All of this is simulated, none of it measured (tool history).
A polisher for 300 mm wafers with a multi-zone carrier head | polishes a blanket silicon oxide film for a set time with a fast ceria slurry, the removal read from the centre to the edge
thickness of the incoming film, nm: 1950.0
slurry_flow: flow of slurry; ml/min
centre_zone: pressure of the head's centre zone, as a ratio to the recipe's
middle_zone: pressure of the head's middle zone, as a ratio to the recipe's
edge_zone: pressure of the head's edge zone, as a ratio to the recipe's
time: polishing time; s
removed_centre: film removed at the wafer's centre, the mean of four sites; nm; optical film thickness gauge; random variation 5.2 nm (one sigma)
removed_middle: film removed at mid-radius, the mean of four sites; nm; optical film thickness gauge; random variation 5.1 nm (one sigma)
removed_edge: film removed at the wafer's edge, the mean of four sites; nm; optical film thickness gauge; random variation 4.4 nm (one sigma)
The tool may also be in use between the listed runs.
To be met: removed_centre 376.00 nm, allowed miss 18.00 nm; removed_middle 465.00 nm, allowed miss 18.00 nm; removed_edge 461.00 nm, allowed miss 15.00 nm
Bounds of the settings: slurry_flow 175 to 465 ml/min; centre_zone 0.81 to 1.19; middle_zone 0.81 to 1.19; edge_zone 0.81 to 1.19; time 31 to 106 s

run	day	slurry_flow	centre_zone	middle_zone	edge_zone	time	removed_centre	removed_middle	removed_edge
1	0.000	295	1.00	1.00	1.00	68	654.07	653.23	648.57
2	0.067	285	0.96	1.00	1.00	63	570.58	607.36	601.34
3	0.100	285	0.96	1.00	1.00	52	480.61	506.81	490.71
4	0.292	280	0.93	0.99	1.00	51	451.58	494.86	486.06
5	0.354	280	0.93	1.03	1.00	51	452.07	502.84	491.95
6	0.588	280	0.93	1.09	1.00	51	452.14	527.37	485.35
7	0.917	275	0.91	1.07	1.00	50	442.57	497.70	475.15
8	0.950	280	0.89	1.08	1.02	49	421.06	499.16	468.00
9	1.083	275	0.87	1.07	1.03	49	419.19	488.33	472.31
10	1.333	265	0.86	1.08	1.05	48	398.37	482.55	462.53

Which of these 5 next moves meets every target?
A	1.583	365	0.97	0.98	1.06	47	?	?	?
B	1.583	195	0.81	0.92	1.12	49	?	?	?
C	1.583	220	0.85	1.07	1.10	47	?	?	?
D	1.583	290	0.88	1.07	0.98	49	?	?	?
E	1.583	280	0.93	1.19	1.03	48	?	?	?

move	removed_centre	removed_middle	removed_edge
A	449.91	463.25	473.62
B	365.22	430.37	478.58
C	374.37	460.74	461.06
D	419.22	498.17	466.75
E	430.04	519.30	466.42
A: further off than the last run
B: brings the result that was furthest off to its target, and leaves another outside
C: meets every target
D: further off than the last run
E: further off than the last run
The right move is C.

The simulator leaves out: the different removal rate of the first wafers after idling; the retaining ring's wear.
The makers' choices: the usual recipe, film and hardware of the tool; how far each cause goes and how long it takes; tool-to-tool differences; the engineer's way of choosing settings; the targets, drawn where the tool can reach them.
